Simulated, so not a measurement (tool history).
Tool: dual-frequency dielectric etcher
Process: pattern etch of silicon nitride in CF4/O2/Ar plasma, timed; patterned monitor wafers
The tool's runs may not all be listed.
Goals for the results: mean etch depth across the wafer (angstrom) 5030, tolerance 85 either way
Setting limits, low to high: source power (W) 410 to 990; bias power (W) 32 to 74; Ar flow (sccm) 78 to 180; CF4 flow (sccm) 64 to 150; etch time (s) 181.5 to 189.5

run  hour  source power (W)  bias power (W)  Ar flow (sccm)  CF4 flow (sccm)  etch time (s)  mean etch depth across the wafer (angstrom)
  1     0               700              53             129              107          181.5                                       4199.3
  2   4.5               730              53             129              107          181.5                                       4291.7
  3    11               730              53             129              120          181.5                                       4337.3
  4  17.4               730              53             129              112          181.5                                       4289.9
  5  18.4               760              53             129              112          181.5                                       4353.5
  6  21.2               760              60             129              112          181.5                                       4491.4
  7  23.7               790              60             129              112          181.5                                       4602.4
  8  30.1               880              60             129              112          181.5                                       4903.2
  9  34.8               890              60             129              112          181.5                                       4843.6
 10  40.2               900              60             129              112          181.5                                       4951.6
 11  46.9               910              60             129              112          181.5                                       4956.2

5 candidate next runs follow, results not yet known. Just one meets every target within its allowed miss. Identify it.
  A  53.6               860              66             108              114          181.5                                            ?
  B  53.6               870              61             143              122          181.5                                            ?
  C  53.6               840              62             139              112            184                                            ?
  D  53.6               930              50             119              108          181.5                                            ?
  E  53.6               920              57             139               89            186                                            ?

move  mean etch depth across the wafer (angstrom)
   A                                       5074.6
   B                                       4836.3
   C                                       4824.2
   D                                       4790.8
   E                                       4875.3
A: all results land within tolerance of their targets
B: further off than the last run
C: further off than the last run
D: further off than the last run
E: further off than the last run
A is the move that brings every result within its allowed miss.
